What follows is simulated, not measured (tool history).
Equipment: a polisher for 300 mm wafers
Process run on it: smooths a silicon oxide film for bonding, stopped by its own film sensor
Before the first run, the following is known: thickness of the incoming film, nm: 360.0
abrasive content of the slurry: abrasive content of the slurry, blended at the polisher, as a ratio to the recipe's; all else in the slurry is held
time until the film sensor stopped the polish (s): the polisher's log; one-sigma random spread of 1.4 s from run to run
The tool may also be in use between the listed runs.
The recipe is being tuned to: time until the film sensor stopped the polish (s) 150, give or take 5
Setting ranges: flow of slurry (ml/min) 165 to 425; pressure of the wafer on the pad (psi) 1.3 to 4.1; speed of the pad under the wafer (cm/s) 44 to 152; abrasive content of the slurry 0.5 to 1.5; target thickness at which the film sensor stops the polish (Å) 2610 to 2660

run,hour,flow of slurry (ml/min),pressure of the wafer on the pad (psi),speed of the pad under the wafer (cm/s),abrasive content of the slurry,target thickness at which the film sensor stops the polish (Å),time until the film sensor stopped the polish (s)
1,0,275,2.7,98,1,2660,101.85
2,4.7,275,2.7,98,0.8,2660,113.68
3,12,220,2.7,98,0.8,2660,118.29
4,20.5,215,2.5,98,0.8,2660,124.66
5,29.2,215,2.3,98,0.8,2660,132.5
6,32.4,215,2.3,98,0.8,2660,131.43
7,34.4,215,2.2,98,0.8,2660,134.79
8,37.3,210,2.1,98,0.8,2660,141.21

Consider the 4 candidate settings below. Which is the only one whose results all fall within their allowed miss of target?
A,40.2,165,2.1,98,0.95,2630,?
B,40.2,190,2,104,0.85,2660,?
C,40.2,165,1.8,122,0.75,2610,?
D,40.2,180,2,120,0.8,2620,?

move,time until the film sensor stopped the polish (s)
A,137.05
B,135.47
C,148.36
D,131.77
A: further off than the last run
B: further off than the last run
C: in spec on every target
D: further off than the last run
Go with C: it meets all targets.

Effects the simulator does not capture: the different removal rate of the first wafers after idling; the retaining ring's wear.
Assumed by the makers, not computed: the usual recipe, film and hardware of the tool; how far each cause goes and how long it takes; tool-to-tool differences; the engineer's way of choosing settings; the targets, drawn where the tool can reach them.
